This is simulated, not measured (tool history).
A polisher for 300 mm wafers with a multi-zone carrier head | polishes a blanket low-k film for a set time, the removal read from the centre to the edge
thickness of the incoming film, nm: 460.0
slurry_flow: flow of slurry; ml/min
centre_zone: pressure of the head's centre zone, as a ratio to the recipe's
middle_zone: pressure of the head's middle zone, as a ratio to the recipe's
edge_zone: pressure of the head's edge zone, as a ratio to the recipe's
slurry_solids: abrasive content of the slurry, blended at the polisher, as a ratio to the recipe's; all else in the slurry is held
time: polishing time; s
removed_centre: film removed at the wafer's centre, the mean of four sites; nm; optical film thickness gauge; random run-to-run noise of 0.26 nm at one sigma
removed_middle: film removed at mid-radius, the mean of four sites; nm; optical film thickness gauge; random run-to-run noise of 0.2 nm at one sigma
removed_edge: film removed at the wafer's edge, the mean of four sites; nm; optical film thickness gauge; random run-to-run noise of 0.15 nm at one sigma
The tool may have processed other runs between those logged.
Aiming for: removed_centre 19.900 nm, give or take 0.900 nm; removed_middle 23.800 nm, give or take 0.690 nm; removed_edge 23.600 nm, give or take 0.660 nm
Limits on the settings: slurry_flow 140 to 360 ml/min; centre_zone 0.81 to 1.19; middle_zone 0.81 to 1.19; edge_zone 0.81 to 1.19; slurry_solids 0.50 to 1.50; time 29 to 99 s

run  hour  slurry_flow  centre_zone  middle_zone  edge_zone  slurry_solids  time  removed_centre  removed_middle  removed_edge
  1   0.0          230         1.00         1.00       1.00           1.00    64          20.814          20.743        20.566
  2   7.1          270         1.00         1.00       1.00           1.00    64          21.828          20.897        21.093
  3  10.5          215         1.00         1.00       1.00           1.00    64          19.890          20.245        20.382
  4  11.2          235         0.96         1.03       1.05           1.00    64          19.844          20.959        20.966
  5  16.4          235         0.96         1.03       1.05           0.85    64          18.748          19.741        19.528
  6  19.6          250         0.93         1.06       1.09           0.95    64          19.445          21.045        21.158
  7  26.2          265         0.90         1.10       1.12           1.00    64          19.237          22.626        22.088
  8  28.0          280         0.89         1.11       1.14           1.00    64          19.251          23.147        22.383
  9  32.7          290         0.89         1.11       1.16           1.00    64          18.930          22.868        22.834
 10  40.5          295         0.90         1.12       1.17           1.00    64          19.200          23.321        22.582

Which one of the following 5 next-run settings gets every result inside its allowed miss? There is exactly one.
  A  48.3          310         0.95         1.08       1.17           1.00    63               ?               ?             ?
  B  48.3          295         0.90         1.14       1.18           1.10    57               ?               ?             ?
  C  48.3          285         0.93         1.14       1.18           1.10    57               ?               ?             ?
  D  48.3          345         0.88         1.09       1.13           1.20    61               ?               ?             ?
  E  48.3          295         0.96         1.11       1.14           1.05    62               ?               ?             ?

move  removed_centre  removed_middle  removed_edge
   A          19.783          22.240        22.652
   B          17.624          21.924        21.417
   C          18.143          21.840        21.357
   D          19.465          23.808        23.564
   E          20.025          22.811        22.410
A: further off than the last run
B: further off than the last run
C: further off than the last run
D: every result lands within tolerance
E: further off than the last run
D meets every target.
